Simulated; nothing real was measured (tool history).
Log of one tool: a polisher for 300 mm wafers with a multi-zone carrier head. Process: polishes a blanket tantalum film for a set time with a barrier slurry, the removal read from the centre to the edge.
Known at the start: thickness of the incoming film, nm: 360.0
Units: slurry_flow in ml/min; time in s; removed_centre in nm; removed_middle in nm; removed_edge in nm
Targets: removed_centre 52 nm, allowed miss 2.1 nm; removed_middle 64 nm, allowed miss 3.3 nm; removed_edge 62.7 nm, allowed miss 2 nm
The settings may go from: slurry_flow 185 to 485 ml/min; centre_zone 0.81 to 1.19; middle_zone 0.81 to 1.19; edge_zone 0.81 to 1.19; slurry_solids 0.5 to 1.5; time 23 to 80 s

{"run": 1, "hour": 0.0, "slurry_flow": 310, "centre_zone": 1, "middle_zone": 1, "edge_zone": 1, "slurry_solids": 1, "time": 51, "removed_centre": 84.145, "removed_middle": 84.107, "removed_edge": 83.572}
{"run": 2, "hour": 1.8, "slurry_flow": 310, "centre_zone": 1, "middle_zone": 0.94, "edge_zone": 1, "slurry_solids": 1, "time": 51, "removed_centre": 83.375, "removed_middle": 78.842, "removed_edge": 83.141}
{"run": 3, "hour": 5.4, "slurry_flow": 310, "centre_zone": 1, "middle_zone": 0.94, "edge_zone": 0.97, "slurry_solids": 1, "time": 51, "removed_centre": 83.036, "removed_middle": 79.621, "removed_edge": 83.112}
{"run": 4, "hour": 12.3, "slurry_flow": 310, "centre_zone": 1, "middle_zone": 0.94, "edge_zone": 0.97, "slurry_solids": 1, "time": 57, "removed_centre": 93.715, "removed_middle": 87.958, "removed_edge": 90.379}
{"run": 5, "hour": 21.2, "slurry_flow": 305, "centre_zone": 0.96, "middle_zone": 0.95, "edge_zone": 0.96, "slurry_solids": 0.9, "time": 55, "removed_centre": 80.157, "removed_middle": 82.058, "removed_edge": 84.221}
{"run": 6, "hour": 26.5, "slurry_flow": 305, "centre_zone": 0.96, "middle_zone": 0.95, "edge_zone": 0.96, "slurry_solids": 0.9, "time": 50, "removed_centre": 74.579, "removed_middle": 75.49, "removed_edge": 76.357}
{"run": 7, "hour": 30.8, "slurry_flow": 300, "centre_zone": 0.93, "middle_zone": 0.95, "edge_zone": 0.95, "slurry_solids": 0.85, "time": 50, "removed_centre": 72.215, "removed_middle": 73.015, "removed_edge": 73.943}
{"run": 8, "hour": 35.2, "slurry_flow": 300, "centre_zone": 0.91, "middle_zone": 0.97, "edge_zone": 0.98, "slurry_solids": 0.8, "time": 49, "removed_centre": 66.085, "removed_middle": 72.979, "removed_edge": 72.331}
{"run": 9, "hour": 36.8, "slurry_flow": 285, "centre_zone": 0.81, "middle_zone": 0.94, "edge_zone": 0.93, "slurry_solids": 0.55, "time": 47, "removed_centre": 45.376, "removed_middle": 55.135, "removed_edge": 54.608}
{"run": 10, "hour": 40.4, "slurry_flow": 295, "centre_zone": 0.82, "middle_zone": 0.95, "edge_zone": 0.95, "slurry_solids": 0.55, "time": 47, "removed_centre": 46.304, "removed_middle": 56.08, "removed_edge": 56.775}
{"run": 11, "hour": 45.8, "slurry_flow": 305, "centre_zone": 0.83, "middle_zone": 0.97, "edge_zone": 0.96, "slurry_solids": 0.55, "time": 47, "removed_centre": 47.846, "removed_middle": 55.74, "removed_edge": 56.808}
{"run": 12, "hour": 48.5, "slurry_flow": 295, "centre_zone": 0.83, "middle_zone": 0.99, "edge_zone": 0.97, "slurry_solids": 0.55, "time": 47, "removed_centre": 47.646, "removed_middle": 56.547, "removed_edge": 56.751}

5 next moves are on the table. One of them brings every result within its allowed miss. Which?
{"run": "A", "hour": 51.2, "slurry_flow": 365, "centre_zone": 0.81, "middle_zone": 0.82, "edge_zone": 1.19, "slurry_solids": 0.5, "time": 49, "removed_centre": "?", "removed_middle": "?", "removed_edge": "?"}
{"run": "B", "hour": 51.2, "slurry_flow": 305, "centre_zone": 0.83, "middle_zone": 1.01, "edge_zone": 0.96, "slurry_solids": 0.6, "time": 49, "removed_centre": "?", "removed_middle": "?", "removed_edge": "?"}
{"run": "C", "hour": 51.2, "slurry_flow": 340, "centre_zone": 1.06, "middle_zone": 1, "edge_zone": 0.89, "slurry_solids": 0.5, "time": 45, "removed_centre": "?", "removed_middle": "?", "removed_edge": "?"}
{"run": "D", "hour": 51.2, "slurry_flow": 320, "centre_zone": 0.92, "middle_zone": 1.08, "edge_zone": 0.91, "slurry_solids": 0.75, "time": 34, "removed_centre": "?", "removed_middle": "?", "removed_edge": "?"}
{"run": "E", "hour": 51.2, "slurry_flow": 310, "centre_zone": 0.85, "middle_zone": 1.05, "edge_zone": 0.93, "slurry_solids": 0.65, "time": 44, "removed_centre": "?", "removed_middle": "?", "removed_edge": "?"}

move=A removed_centre=45.322 removed_middle=47.63 removed_edge=61.941
move=B removed_centre=51.663 removed_middle=63.032 removed_edge=62
move=C removed_centre=54.279 removed_middle=51.207 removed_edge=48.978
move=D removed_centre=45.085 removed_middle=52.412 removed_edge=47.418
move=E removed_centre=49.885 removed_middle=61.375 removed_edge=57.499
A: brings the result that was furthest off to its target, and leaves another outside
B: meets every target
C: further off than the last run
D: further off than the last run
E: nearer than the last run, and not there yet
The right move is B.

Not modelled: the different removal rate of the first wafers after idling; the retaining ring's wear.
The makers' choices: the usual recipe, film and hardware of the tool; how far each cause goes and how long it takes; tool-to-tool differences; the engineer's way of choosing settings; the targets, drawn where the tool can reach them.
